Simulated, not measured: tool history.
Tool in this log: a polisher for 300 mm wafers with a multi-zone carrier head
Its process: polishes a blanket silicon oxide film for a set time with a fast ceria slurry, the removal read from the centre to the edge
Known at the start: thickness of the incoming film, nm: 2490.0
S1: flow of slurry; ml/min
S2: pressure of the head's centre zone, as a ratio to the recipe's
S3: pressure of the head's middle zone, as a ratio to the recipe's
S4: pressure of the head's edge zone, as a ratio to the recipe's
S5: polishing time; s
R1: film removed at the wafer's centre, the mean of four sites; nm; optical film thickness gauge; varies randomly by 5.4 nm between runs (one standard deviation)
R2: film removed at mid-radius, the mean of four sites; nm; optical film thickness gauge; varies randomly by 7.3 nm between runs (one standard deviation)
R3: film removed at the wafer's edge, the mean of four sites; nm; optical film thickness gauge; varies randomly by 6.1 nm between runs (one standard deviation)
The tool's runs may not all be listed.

run	hour	S1	S2	S3	S4	S5	R1	R2	R3
1	0	295	1	1	1	63	448.68	470.57	471.54
2	5.9	365	1	1	1	63	471.68	467.72	470.47
3	6.5	365	0.96	1	1	63	454.92	489.51	470.61
4	13.5	360	0.96	1.01	1.01	65	468.93	503.54	489.95
5	20.2	410	0.96	1.01	1.01	65	474.29	512.14	493.06
6	24	410	0.96	0.98	1.01	65	477.2	500.75	489.84
7	31.9	410	0.95	1	1.02	66	482.24	509.35	500.51
8	33.9	405	0.94	1.01	1.03	67	482.48	523.56	512.04
9	36.3	405	0.93	1.02	1.03	68	482.17	532.1	522.6
10	43.9	405	0.92	1.03	1.03	69	482.42	530.27	521.06
11	48.6	410	0.91	1.05	1.02	71	488.11	569.68	552.36

Predict the results of run 12:
12	50.8	415	0.91	1.06	1.01	72	?	?	?

Run 12 measured R1 505.04 nm, R2 576.44 nm, R3 547.12 nm.
